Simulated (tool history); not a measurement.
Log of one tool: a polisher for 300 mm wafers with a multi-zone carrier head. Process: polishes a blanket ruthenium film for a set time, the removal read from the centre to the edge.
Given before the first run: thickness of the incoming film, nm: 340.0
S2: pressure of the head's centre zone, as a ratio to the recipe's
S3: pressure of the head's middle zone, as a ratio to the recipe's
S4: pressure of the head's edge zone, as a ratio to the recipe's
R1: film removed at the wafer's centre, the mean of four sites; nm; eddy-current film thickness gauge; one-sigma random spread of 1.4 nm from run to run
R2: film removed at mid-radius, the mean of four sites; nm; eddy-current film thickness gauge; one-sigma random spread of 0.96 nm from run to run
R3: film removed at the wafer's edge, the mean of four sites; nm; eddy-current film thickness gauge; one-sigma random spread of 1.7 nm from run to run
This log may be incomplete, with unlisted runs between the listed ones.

{"run": 1, "hour": 0.0, "flow of slurry (ml/min)": 230, "S2": 1.0, "S3": 1.0, "S4": 1.0, "polishing time (s)": 65, "R1": 142.24, "R2": 146.24, "R3": 140.17}
{"run": 2, "hour": 7.0, "flow of slurry (ml/min)": 230, "S2": 1.0, "S3": 1.0, "S4": 1.0, "polishing time (s)": 78, "R1": 171.94, "R2": 176.23, "R3": 171.49}
{"run": 3, "hour": 12.2, "flow of slurry (ml/min)": 230, "S2": 0.93, "S3": 1.0, "S4": 1.0, "polishing time (s)": 78, "R1": 162.16, "R2": 178.23, "R3": 168.6}
{"run": 4, "hour": 16.6, "flow of slurry (ml/min)": 220, "S2": 0.93, "S3": 0.94, "S4": 0.97, "polishing time (s)": 72, "R1": 150.69, "R2": 153.58, "R3": 152.0}
{"run": 5, "hour": 18.4, "flow of slurry (ml/min)": 190, "S2": 0.93, "S3": 0.94, "S4": 0.97, "polishing time (s)": 72, "R1": 149.81, "R2": 151.27, "R3": 150.63}
{"run": 6, "hour": 20.7, "flow of slurry (ml/min)": 185, "S2": 0.91, "S3": 0.9, "S4": 0.96, "polishing time (s)": 68, "R1": 137.2, "R2": 138.32, "R3": 141.61}
{"run": 7, "hour": 27.1, "flow of slurry (ml/min)": 175, "S2": 0.94, "S3": 0.82, "S4": 0.91, "polishing time (s)": 57, "R1": 115.98, "R2": 106.4, "R3": 114.32}
{"hour": 30.6, "done": "edge zone pressure recalibrated"}
{"run": 8, "hour": 30.6, "flow of slurry (ml/min)": 185, "S2": 0.95, "S3": 0.84, "S4": 0.93, "polishing time (s)": 57, "R1": 118.44, "R2": 109.43, "R3": 123.05}

Forecast run 9:
{"run": 9, "hour": 34.9, "flow of slurry (ml/min)": 190, "S2": 0.96, "S3": 0.85, "S4": 0.92, "polishing time (s)": 57, "R1": "?", "R2": "?", "R3": "?"}

R1: 118.07 nm
R2: 109.91 nm
R3: 118.52 nm
